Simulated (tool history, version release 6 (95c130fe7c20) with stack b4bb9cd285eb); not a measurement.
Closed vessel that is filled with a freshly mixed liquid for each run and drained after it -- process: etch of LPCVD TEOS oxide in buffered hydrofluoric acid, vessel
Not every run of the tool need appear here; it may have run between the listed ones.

run    day  temperature setpoint of the liquid (K)  parts of 40 % ammonium fluoride to one part of 49 % hydrofluoric acid (parts by volume)  time in the liquid (s)  thickness taken off the LPCVD TEOS oxide on a monitor wafer (angstrom)
  1      0                                  294.15                                                                                        9                     100                                                                  2228.3
  2  0.067                                  294.15                                                                                        9                     105                                                                  2325.7
  3  0.183                                  293.65                                                                                      9.5                     105                                                                  2176.6
  4  0.512                                  295.65                                                                                      9.5                     105                                                                  2495.5
  5   0.65                                  295.65                                                                                      9.5                     100                                                                  2362.3
  6  1.008                                  294.65                                                                                      9.5                     100                                                                  2224.6
  7   1.25                                  293.65                                                                                       10                     100                                                                  1989.9
  8  1.396                                  293.15                                                                                       10                     100                                                                  1994.4

What will run 9 give?
  9  1.467                                  292.65                                                                                     10.5                     100                                                                       ?

{"run 9": {"thickness taken off the LPCVD TEOS oxide on a monitor wafer (angstrom)": 1835.4}}
